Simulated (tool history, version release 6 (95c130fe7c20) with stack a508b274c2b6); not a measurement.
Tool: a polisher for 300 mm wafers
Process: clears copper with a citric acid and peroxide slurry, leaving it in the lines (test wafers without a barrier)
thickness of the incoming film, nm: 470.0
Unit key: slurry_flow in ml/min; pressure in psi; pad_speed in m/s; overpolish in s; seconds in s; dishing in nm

run 1 hour=0 | slurry_flow=235 pressure=4 pad_speed=1.24 slurry_solids=1 overpolish=28 | seconds=109.85 dishing=45.469
run 2 hour=2 | slurry_flow=235 pressure=3.2 pad_speed=1.24 slurry_solids=1 overpolish=28 | seconds=125.68 dishing=42.036
run 3 hour=8.4 | slurry_flow=235 pressure=3.8 pad_speed=1.26 slurry_solids=1 overpolish=29 | seconds=107.48 dishing=44.759
run 4 hour=10.6 | slurry_flow=235 pressure=3.8 pad_speed=1.26 slurry_solids=1 overpolish=34 | seconds=105.98 dishing=48.143
run 5 hour=11.5 | slurry_flow=235 pressure=4.1 pad_speed=1.26 slurry_solids=1 overpolish=35 | seconds=106.2 dishing=50.441
run 6 hour=14.8 | slurry_flow=235 pressure=4.4 pad_speed=1.28 slurry_solids=1 overpolish=34 | seconds=93.906 dishing=50.299
run 7 hour=15.9 | slurry_flow=235 pressure=4.6 pad_speed=1.28 slurry_solids=1 overpolish=36 | seconds=91.683 dishing=51.885
run 8 hour=21.1 | slurry_flow=235 pressure=4.7 pad_speed=1.28 slurry_solids=1 overpolish=37 | seconds=89.845 dishing=52.959
run 9 hour=23.2 | slurry_flow=235 pressure=4.8 pad_speed=1.28 slurry_solids=1 overpolish=38 | seconds=89.954 dishing=52.496

What does the tool deliver on the next run?
run 10 hour=28.5 | slurry_flow=235 pressure=4.9 pad_speed=1.28 slurry_solids=1 overpolish=39 | seconds=? dishing=?

{"run 10": {"seconds": 86.424, "dishing": 53.488}}

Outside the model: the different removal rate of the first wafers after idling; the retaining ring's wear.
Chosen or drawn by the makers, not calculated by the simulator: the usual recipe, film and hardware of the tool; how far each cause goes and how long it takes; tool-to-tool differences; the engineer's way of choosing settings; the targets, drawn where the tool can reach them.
